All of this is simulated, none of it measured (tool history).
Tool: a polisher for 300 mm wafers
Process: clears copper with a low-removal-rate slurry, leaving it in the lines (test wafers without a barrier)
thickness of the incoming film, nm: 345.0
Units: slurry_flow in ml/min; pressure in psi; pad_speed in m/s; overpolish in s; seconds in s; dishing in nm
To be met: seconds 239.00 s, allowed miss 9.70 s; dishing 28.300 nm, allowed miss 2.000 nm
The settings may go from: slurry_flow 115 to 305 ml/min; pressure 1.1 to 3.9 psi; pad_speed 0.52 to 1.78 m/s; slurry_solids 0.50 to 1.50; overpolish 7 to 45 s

run    day  slurry_flow  pressure  pad_speed  slurry_solids  overpolish  seconds  dishing
  1  0.000          195       2.5       1.14           1.00          23   129.67   36.074
  2  0.221          195       2.3       1.14           1.00          24   135.51   36.690
  3  0.533          195       2.1       1.10           1.00          24   151.40   32.203
  4  0.812          230       2.1       1.10           1.00          24   145.04   34.724
  5  1.029          230       2.1       1.10           1.00          34   145.44   42.912
  6  1.388          190       2.1       1.10           1.00          34   146.03   41.265
  7  1.500          190       1.4       0.96           1.00          33   214.07   33.330
  8  1.667          190       1.4       0.96           1.00          32   218.52   31.319
  9  1.717          185       1.3       0.96           1.00          31   223.69   29.682

Which of these 4 next moves meets every target?
  A  1.767          180       1.6       0.92           1.00          27        ?        ?
  B  1.767          165       1.1       1.00           0.95          32        ?        ?
  C  1.767          155       1.6       1.00           0.70          31        ?        ?
  D  1.767          205       1.3       0.98           1.00          33        ?        ?

move  seconds  dishing
   A   213.31   28.236
   B   243.83   28.469
   C   219.37   30.569
   D   220.34   31.475
A: further off than the last run
B: meets every target
C: further off than the last run
D: further off than the last run
Answer: B
